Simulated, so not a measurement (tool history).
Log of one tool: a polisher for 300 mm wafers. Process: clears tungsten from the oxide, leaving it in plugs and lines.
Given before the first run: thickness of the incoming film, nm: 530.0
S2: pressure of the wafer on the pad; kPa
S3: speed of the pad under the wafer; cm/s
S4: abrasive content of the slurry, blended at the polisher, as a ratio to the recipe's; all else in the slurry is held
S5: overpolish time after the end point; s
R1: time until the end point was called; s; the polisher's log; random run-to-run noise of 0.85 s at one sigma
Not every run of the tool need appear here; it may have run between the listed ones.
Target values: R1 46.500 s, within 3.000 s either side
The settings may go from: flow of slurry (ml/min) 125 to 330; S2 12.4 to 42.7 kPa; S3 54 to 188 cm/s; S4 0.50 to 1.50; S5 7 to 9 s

Run 1, day 0.000: flow of slurry (ml/min) 210, S2 27.6 kPa, S3 120 cm/s, S4 1.00, S5 9 s. Result: R1 79.597 s.
Run 2, day 0.329: flow of slurry (ml/min) 210, S2 31.7 kPa, S3 122 cm/s, S4 1.00, S5 9 s. Result: R1 70.674 s.
Run 3, day 0.546: flow of slurry (ml/min) 210, S2 31.7 kPa, S3 122 cm/s, S4 1.00, S5 9 s. Result: R1 64.683 s.
Run 4, day 0.617: flow of slurry (ml/min) 210, S2 29.0 kPa, S3 122 cm/s, S4 1.00, S5 9 s. Result: R1 73.523 s.
Run 5, day 0.717: flow of slurry (ml/min) 210, S2 32.4 kPa, S3 124 cm/s, S4 1.00, S5 9 s. Result: R1 67.657 s.
Run 6, day 1.067: flow of slurry (ml/min) 210, S2 35.2 kPa, S3 130 cm/s, S4 1.00, S5 9 s. Result: R1 57.736 s.
Run 7, day 1.400: flow of slurry (ml/min) 210, S2 35.2 kPa, S3 130 cm/s, S4 1.00, S5 9 s. Result: R1 58.577 s.
Run 8, day 1.533: flow of slurry (ml/min) 210, S2 37.2 kPa, S3 132 cm/s, S4 1.00, S5 9 s. Result: R1 54.193 s.
Run 9, day 1.704: flow of slurry (ml/min) 210, S2 38.6 kPa, S3 134 cm/s, S4 1.00, S5 9 s. Result: R1 51.525 s.
Run 10, day 2.025: flow of slurry (ml/min) 210, S2 39.3 kPa, S3 134 cm/s, S4 1.00, S5 9 s. Result: R1 51.901 s.

Consider the 5 candidate settings below. Which is the only one whose results all fall within their allowed miss of target?
Run A, day 2.346: flow of slurry (ml/min) 230, S2 37.2 kPa, S3 164 cm/s, S4 0.85, S5 9 s. Result: R1 ?.
Run B, day 2.346: flow of slurry (ml/min) 215, S2 37.2 kPa, S3 132 cm/s, S4 0.95, S5 7 s. Result: R1 ?.
Run C, day 2.346: flow of slurry (ml/min) 190, S2 39.3 kPa, S3 126 cm/s, S4 0.90, S5 9 s. Result: R1 ?.
Run D, day 2.346: flow of slurry (ml/min) 210, S2 37.9 kPa, S3 122 cm/s, S4 1.00, S5 9 s. Result: R1 ?.
Run E, day 2.346: flow of slurry (ml/min) 215, S2 37.2 kPa, S3 114 cm/s, S4 1.00, S5 9 s. Result: R1 ?.

move      R1
   A  46.271
   B  54.457
   C  54.961
   D  56.505
   E  60.589
A: hits every target within its allowed miss
B: further off than the last run
C: further off than the last run
D: further off than the last run
E: further off than the last run
The move that meets every target is A.

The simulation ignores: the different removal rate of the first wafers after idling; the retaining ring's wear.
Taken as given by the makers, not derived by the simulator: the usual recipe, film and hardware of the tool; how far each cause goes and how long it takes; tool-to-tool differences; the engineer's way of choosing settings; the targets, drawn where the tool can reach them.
